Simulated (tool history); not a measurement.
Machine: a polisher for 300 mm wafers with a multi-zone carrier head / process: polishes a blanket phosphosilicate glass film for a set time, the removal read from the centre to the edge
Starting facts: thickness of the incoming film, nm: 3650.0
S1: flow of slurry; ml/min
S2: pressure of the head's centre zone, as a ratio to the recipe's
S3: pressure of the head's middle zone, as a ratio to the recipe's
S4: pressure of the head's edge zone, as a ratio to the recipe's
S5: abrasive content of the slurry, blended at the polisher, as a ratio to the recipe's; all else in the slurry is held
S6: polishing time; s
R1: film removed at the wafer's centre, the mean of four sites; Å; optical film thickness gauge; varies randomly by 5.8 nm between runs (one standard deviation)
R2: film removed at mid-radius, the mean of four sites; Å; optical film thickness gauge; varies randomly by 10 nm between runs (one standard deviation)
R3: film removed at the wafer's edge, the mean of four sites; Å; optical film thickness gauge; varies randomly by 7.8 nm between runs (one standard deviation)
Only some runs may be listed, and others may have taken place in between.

run	hour	S1	S2	S3	S4	S5	S6	R1	R2	R3
1	0	310	1	1	1	1	88	10221	9986.1	10235
2	8	310	1	1	1.04	1	88	10289	10283	10407
3	13.5	310	1	1	1.11	1	88	10205	10090	10836
4	16	310	1	0.96	1.11	1	88	10354	9947.8	10571
5	20.4	310	1	0.92	1.11	1	88	10121	9443.3	10688
6	27.7	310	0.97	0.92	1.11	1	88	9756	9831.9	10808
7	36.1	310	0.97	0.91	1.09	0.95	88	9633.5	9248.6	10178
8	40.4	305	0.96	0.9	1.07	0.9	88	9100.4	9058.7	9710.6
9	43.6	300	0.96	0.89	1.06	0.9	88	8971.3	8649.5	9722.8

For run 10, what comes out?
10	44.9	300	0.96	0.89	1.03	0.9	88	?	?	?

R1: 9015 Å
R2: 8679.2 Å
R3: 9583.2 Å
